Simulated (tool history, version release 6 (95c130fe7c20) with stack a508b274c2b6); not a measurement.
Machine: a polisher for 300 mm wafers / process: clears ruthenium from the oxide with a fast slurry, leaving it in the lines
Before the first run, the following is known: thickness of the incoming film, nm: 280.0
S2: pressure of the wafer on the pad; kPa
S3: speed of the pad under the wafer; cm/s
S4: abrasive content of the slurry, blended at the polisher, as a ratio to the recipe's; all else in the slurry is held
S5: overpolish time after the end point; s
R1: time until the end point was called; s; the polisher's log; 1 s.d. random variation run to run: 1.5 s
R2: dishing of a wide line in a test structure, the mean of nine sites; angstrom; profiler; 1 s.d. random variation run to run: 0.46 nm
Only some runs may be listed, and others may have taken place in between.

run 1 hour=0.0 | flow_of_slurry_(ml/min)=200 S2=15.9 S3=112 S4=1.00 S5=26 | R1=84.131 R2=607.87
run 2 hour=6.6 | flow_of_slurry_(ml/min)=200 S2=15.2 S3=112 S4=1.00 S5=22 | R1=86.863 R2=529.61
run 3 hour=9.2 | flow_of_slurry_(ml/min)=200 S2=12.4 S3=112 S4=1.00 S5=22 | R1=106.380 R2=456.35
run 4 hour=13.3 | flow_of_slurry_(ml/min)=200 S2=13.8 S3=104 S4=1.00 S5=19 | R1=101.690 R2=396.66
run 5 hour=21.2 | flow_of_slurry_(ml/min)=210 S2=14.5 S3=96 S4=1.10 S5=16 | R1=98.103 R2=361.49
run 6 hour=26.3 | flow_of_slurry_(ml/min)=170 S2=14.5 S3=96 S4=1.10 S5=16 | R1=102.160 R2=356.79
run 7 hour=30.1 | flow_of_slurry_(ml/min)=200 S2=15.2 S3=88 S4=1.20 S5=14 | R1=100.110 R2=317.81
run 8 hour=37.4 | flow_of_slurry_(ml/min)=215 S2=15.9 S3=86 S4=1.25 S5=13 | R1=95.420 R2=308.08
run 9 hour=45.4 | flow_of_slurry_(ml/min)=220 S2=16.5 S3=84 S4=1.30 S5=12 | R1=96.063 R2=297.24
run 10 hour=47.9 | flow_of_slurry_(ml/min)=235 S2=17.9 S3=82 S4=1.35 S5=11 | R1=88.907 R2=291.75
run 11 hour=50.1 | flow_of_slurry_(ml/min)=290 S2=20.0 S3=76 S4=1.50 S5=8 | R1=81.766 R2=238.77
run 12 hour=58.3 | flow_of_slurry_(ml/min)=285 S2=20.0 S3=76 S4=1.50 S5=8 | R1=80.155 R2=239.42
run 13 hour=60.3 | flow_of_slurry_(ml/min)=285 S2=20.0 S3=76 S4=1.50 S5=12 | R1=82.687 R2=348.30

Expected results for the next run?
run 14 hour=63.8 | flow_of_slurry_(ml/min)=285 S2=20.0 S3=78 S4=1.45 S5=11 | R1=? R2=?

R1: 79.356 s
R2: 317.57 angstrom
